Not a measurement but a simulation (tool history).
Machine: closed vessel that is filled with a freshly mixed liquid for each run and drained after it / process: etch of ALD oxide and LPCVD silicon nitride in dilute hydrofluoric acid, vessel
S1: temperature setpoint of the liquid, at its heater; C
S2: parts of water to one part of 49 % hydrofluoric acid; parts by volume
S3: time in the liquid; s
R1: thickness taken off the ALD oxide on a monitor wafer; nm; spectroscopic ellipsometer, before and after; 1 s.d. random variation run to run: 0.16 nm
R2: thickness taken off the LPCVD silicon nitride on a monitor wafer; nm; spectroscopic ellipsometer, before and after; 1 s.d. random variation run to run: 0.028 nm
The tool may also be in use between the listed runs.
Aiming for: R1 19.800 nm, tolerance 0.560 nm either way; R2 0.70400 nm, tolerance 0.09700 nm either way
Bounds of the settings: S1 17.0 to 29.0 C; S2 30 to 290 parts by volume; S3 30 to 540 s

run	hour	S1	S2	S3	R1	R2
1	0.0	21.0	160	275	25.174	0.72223
2	8.6	21.0	130	275	32.152	0.89955
3	9.3	21.0	130	220	25.702	0.64674
4	17.5	21.0	130	295	33.989	0.89926
5	24.8	21.0	110	295	41.372	1.14580
6	30.0	19.5	110	295	39.227	1.03470
7	31.9	20.0	135	300	31.570	0.85073
8	36.4	20.0	150	305	29.200	0.78030

Consider the 5 candidate settings below. Which is the only one whose results all fall within their allowed miss of target?
A	40.9	19.5	170	310	?	?
B	40.9	20.5	160	280	?	?
C	40.9	27.0	230	265	?	?
D	40.9	27.5	285	315	?	?
E	40.9	19.5	190	365	?	?

move	R1	R2
A	25.113	0.71920
B	25.327	0.73642
C	19.694	0.73569
D	18.104	0.72581
E	25.936	0.76016
A: an improvement on the last run, though not all results are within tolerance
B: an improvement on the last run, though not all results are within tolerance
C: in spec on every target
D: carries the result that was furthest off beyond its target, to the other side
E: an improvement on the last run, though not all results are within tolerance
Move C is the one to make.

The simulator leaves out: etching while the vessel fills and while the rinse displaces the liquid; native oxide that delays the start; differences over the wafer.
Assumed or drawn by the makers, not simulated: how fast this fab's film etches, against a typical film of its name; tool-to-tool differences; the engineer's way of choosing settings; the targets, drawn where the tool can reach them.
